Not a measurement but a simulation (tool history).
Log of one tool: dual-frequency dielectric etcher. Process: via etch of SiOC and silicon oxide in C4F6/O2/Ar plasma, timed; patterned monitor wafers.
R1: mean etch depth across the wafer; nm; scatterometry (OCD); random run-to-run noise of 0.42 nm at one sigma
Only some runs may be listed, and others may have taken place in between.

Run 1, hour 0: source power (kW) 0.32, bias power (kW) 0.164, etch time (s) 89.5. Result: R1 93.959 nm.
Run 2, hour 9: source power (kW) 0.32, bias power (kW) 0.146, etch time (s) 89.5. Result: R1 91.721 nm.
Run 3, hour 17: source power (kW) 0.32, bias power (kW) 0.146, etch time (s) 89.5. Result: R1 91.429 nm.
Run 4, hour 23.2: source power (kW) 0.31, bias power (kW) 0.145, etch time (s) 89.5. Result: R1 90.084 nm.
Run 5, hour 31.9: source power (kW) 0.3, bias power (kW) 0.144, etch time (s) 89.5. Result: R1 88.75 nm.
Run 6, hour 36.9: source power (kW) 0.35, bias power (kW) 0.144, etch time (s) 89.5. Result: R1 95.342 nm.

What will run 7 give?
Run 7, hour 40.4: source power (kW) 0.35, bias power (kW) 0.144, etch time (s) 89.5. Result: R1 ?.

R1: 94.874 nm
